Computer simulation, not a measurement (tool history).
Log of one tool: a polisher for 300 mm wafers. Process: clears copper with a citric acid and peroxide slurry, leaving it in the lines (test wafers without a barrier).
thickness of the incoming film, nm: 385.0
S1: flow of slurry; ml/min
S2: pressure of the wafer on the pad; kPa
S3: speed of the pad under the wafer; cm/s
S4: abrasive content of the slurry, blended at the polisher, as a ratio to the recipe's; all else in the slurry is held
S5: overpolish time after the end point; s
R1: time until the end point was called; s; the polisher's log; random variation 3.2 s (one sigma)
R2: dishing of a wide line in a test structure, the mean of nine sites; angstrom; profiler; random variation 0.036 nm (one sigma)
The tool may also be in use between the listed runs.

run	hour	S1	S2	S3	S4	S5	R1	R2
1	0	175	25.5	86	1	9	188.16	134.81
2	0.8	180	24.1	82	1	8	213.14	109.15
3	7.5	210	24.1	82	1	8	201.86	112.54
4	9.9	220	22.8	80	0.9	7	222.38	90.84
5	18.6	245	22.8	80	0.9	7	223.77	90.268
6	22.6	250	22.1	80	0.8	6	228.27	76.117
7	31.4	250	22.1	80	0.8	6	228.3	75.188
8	35.9	255	20.7	82	0.75	5	236.53	59.608
9	40.5	250	20	86	0.7	5	244.96	60.351
10	48.6	270	15.9	62	0.95	3	382.6	22.538
11	56.1	270	17.2	62	1.05	3	350.13	25.094
12	56.9	270	18.6	62	1.15	3	318.92	26.78
13	58.7	270	19.3	62	1.2	3	313.76	28.548

Forecast run 14:
14	60.7	270	20	62	1.25	3	?	?

{"run 14": {"R1": 294.72, "R2": 29.85}}
